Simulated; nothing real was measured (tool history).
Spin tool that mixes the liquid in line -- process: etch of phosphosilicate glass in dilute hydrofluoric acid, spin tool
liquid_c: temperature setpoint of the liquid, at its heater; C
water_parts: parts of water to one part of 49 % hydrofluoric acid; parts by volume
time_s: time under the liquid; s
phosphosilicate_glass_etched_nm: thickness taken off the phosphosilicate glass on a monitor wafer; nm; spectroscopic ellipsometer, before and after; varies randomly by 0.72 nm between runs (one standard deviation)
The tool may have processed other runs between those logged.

run,day,liquid_c,water_parts,time_s,phosphosilicate_glass_etched_nm
1,0,22,220,240,61.601
2,0.092,25,220,240,69.079
3,0.246,26.5,205,240,79.64
4,0.508,27.5,195,240,88.185
5,0.762,27.5,195,255,92.866
6,0.988,28,190,255,98.98
7,1.312,28.5,185,255,104.2

What does the tool deliver on the next run?
8,1.471,29,185,255,?

Logged for run 8: phosphosilicate_glass_etched_nm 104.75 nm.
